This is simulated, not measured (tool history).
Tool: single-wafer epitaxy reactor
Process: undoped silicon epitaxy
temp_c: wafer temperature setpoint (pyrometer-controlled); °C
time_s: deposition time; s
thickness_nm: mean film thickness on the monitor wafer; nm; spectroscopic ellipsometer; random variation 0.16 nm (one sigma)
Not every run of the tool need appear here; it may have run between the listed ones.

run  hour  temp_c  time_s  thickness_nm
  1     0     650     199        34.981
  2   5.8     658     199        40.906
  3     9     658     217        44.687
  4  10.1     658     200        40.725
  5  11.3     661     201        43.723
       16  -- pyrometer calibrated
  6    16     663     201        43.076
  7  24.7     666     202        45.913
  8  28.9     668     202        47.625

Run 9 has not been measured yet. What should we expect?
  9  36.6     669     202             ?

{"run 9": {"thickness_nm": 48.223}}

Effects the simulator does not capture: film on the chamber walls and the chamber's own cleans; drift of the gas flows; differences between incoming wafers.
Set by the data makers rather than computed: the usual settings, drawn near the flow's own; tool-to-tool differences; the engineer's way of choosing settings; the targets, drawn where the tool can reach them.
